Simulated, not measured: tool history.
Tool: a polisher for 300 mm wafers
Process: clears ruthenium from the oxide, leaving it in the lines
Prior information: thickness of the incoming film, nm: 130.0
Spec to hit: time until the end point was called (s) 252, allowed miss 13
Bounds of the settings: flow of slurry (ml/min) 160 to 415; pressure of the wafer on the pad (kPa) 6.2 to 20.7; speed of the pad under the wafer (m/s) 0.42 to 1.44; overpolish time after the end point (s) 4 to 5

run,day,flow of slurry (ml/min),pressure of the wafer on the pad (kPa),speed of the pad under the wafer (m/s),overpolish time after the end point (s),time until the end point was called (s)
1,0,265,13.1,0.92,5,124.98
2,0.2,240,13.1,0.92,5,125.85
3,0.383,240,13.1,0.92,4,128.18
4,0.517,240,11.7,0.88,4,145.42
5,0.85,240,11.7,0.66,4,194.22
6,1.075,240,11.7,0.66,4,193.97
7,1.292,240,11,0.66,4,196.14
8,1.404,240,10.3,0.66,4,211.32
9,1.767,240,9.7,0.66,4,221.08
10,1.8,240,7.6,0.64,4,274.6

Consider the 5 candidate settings below. Which is the only one whose results all fall within their allowed miss of target?
A,1.833,195,6.2,0.66,4,?
B,1.833,260,7.6,0.58,4,?
C,1.833,235,9.7,0.58,4,?
D,1.833,185,6.2,0.72,5,?
E,1.833,250,6.2,0.7,4,?

move,time until the end point was called (s)
A,328.74
B,307.65
C,257.83
D,305.3
E,300.31
A: further off than the last run
B: further off than the last run
C: all results land within tolerance of their targets
D: further off than the last run
E: further off than the last run
The move that meets every target is C.

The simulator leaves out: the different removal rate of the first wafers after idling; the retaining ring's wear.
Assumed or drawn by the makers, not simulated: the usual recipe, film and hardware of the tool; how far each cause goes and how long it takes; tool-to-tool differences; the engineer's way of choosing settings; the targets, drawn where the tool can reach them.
